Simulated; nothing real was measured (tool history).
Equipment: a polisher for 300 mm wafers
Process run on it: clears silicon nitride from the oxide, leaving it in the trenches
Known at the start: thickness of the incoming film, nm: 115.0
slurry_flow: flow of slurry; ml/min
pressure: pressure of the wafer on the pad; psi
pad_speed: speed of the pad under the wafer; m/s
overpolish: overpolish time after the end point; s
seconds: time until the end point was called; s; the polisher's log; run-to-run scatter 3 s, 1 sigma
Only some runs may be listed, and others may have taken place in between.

Run 1, hour 0: slurry_flow 185 ml/min, pressure 2.4 psi, pad_speed 1 m/s, overpolish 21 s. Result: seconds 155.87 s.
Run 2, hour 7.8: slurry_flow 185 ml/min, pressure 2.6 psi, pad_speed 1 m/s, overpolish 21 s. Result: seconds 142.96 s.
Run 3, hour 11.3: slurry_flow 230 ml/min, pressure 2.6 psi, pad_speed 1 m/s, overpolish 21 s. Result: seconds 138.43 s.
Run 4, hour 16.9: slurry_flow 230 ml/min, pressure 2.6 psi, pad_speed 1 m/s, overpolish 21 s. Result: seconds 141.5 s.
Run 5, hour 21.7: slurry_flow 230 ml/min, pressure 2.2 psi, pad_speed 1 m/s, overpolish 21 s. Result: seconds 163.7 s.
Run 6, hour 24.9: slurry_flow 230 ml/min, pressure 2.2 psi, pad_speed 1 m/s, overpolish 23 s. Result: seconds 165.87 s.
Run 7, hour 29: slurry_flow 230 ml/min, pressure 2.1 psi, pad_speed 1 m/s, overpolish 23 s. Result: seconds 173.46 s.
Run 8, hour 34.4: slurry_flow 230 ml/min, pressure 2 psi, pad_speed 1 m/s, overpolish 23 s. Result: seconds 179.37 s.
Run 9, hour 42.4: slurry_flow 230 ml/min, pressure 1.9 psi, pad_speed 1 m/s, overpolish 23 s. Result: seconds 188.4 s.
Run 10, hour 50.6: slurry_flow 230 ml/min, pressure 1.8 psi, pad_speed 1 m/s, overpolish 23 s. Result: seconds 203.44 s.
Run 11, hour 54.1: slurry_flow 230 ml/min, pressure 1.7 psi, pad_speed 1 m/s, overpolish 23 s. Result: seconds 208.81 s.
Run 12, hour 63: slurry_flow 230 ml/min, pressure 1.6 psi, pad_speed 1 m/s, overpolish 23 s. Result: seconds 222.16 s.
Run 13, hour 70.7: slurry_flow 220 ml/min, pressure 1.4 psi, pad_speed 1 m/s, overpolish 23 s. Result: seconds 255.89 s.
At hour 75: head pressure recalibrated.
Run 14, hour 75: slurry_flow 210 ml/min, pressure 1.4 psi, pad_speed 1 m/s, overpolish 23 s. Result: seconds 279.4 s.

Predict the results of run 15:
Run 15, hour 77.1: slurry_flow 215 ml/min, pressure 1.4 psi, pad_speed 1 m/s, overpolish 23 s. Result: seconds ?.

Run 15 came out at seconds 277.56 s.
